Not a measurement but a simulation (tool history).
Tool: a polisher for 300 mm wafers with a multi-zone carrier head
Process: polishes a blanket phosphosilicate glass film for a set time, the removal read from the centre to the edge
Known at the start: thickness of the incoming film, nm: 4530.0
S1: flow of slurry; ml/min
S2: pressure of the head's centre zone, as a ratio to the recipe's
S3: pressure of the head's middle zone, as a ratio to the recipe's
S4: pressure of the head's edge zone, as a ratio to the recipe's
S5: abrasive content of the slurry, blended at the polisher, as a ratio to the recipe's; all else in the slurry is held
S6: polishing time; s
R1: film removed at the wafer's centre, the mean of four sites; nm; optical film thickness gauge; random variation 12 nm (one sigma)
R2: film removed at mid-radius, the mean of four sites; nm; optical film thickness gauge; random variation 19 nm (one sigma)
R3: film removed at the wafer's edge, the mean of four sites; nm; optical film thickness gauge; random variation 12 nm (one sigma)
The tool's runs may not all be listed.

run 1 hour=0.0 | S1=230 S2=1.00 S3=1.00 S4=1.00 S5=1.00 S6=78 | R1=691.44 R2=712.89 R3=706.57
run 2 hour=3.8 | S1=245 S2=1.04 S3=1.06 S4=1.00 S5=1.15 S6=83 | R1=805.26 R2=861.52 R3=792.81
run 3 hour=9.7 | S1=245 S2=1.04 S3=1.06 S4=0.93 S5=1.15 S6=83 | R1=800.91 R2=847.96 R3=776.14
run 4 hour=13.9 | S1=255 S2=1.08 S3=1.09 S4=0.95 S5=1.25 S6=87 | R1=890.25 R2=951.02 R3=834.68
run 5 hour=22.7 | S1=260 S2=1.10 S3=1.10 S4=0.96 S5=1.35 S6=92 | R1=986.75 R2=1024.00 R3=903.87
run 6 hour=31.3 | S1=265 S2=1.11 S3=1.12 S4=0.96 S5=1.40 S6=96 | R1=1064.90 R2=1117.00 R3=955.61

Run 7 comes next. What will it give?
run 7 hour=32.3 | S1=270 S2=1.11 S3=1.13 S4=0.97 S5=1.45 S6=99 | R1=? R2=? R3=?

{"run 7": {"R1": 1119.9, "R2": 1203.0, "R3": 1012.7}}

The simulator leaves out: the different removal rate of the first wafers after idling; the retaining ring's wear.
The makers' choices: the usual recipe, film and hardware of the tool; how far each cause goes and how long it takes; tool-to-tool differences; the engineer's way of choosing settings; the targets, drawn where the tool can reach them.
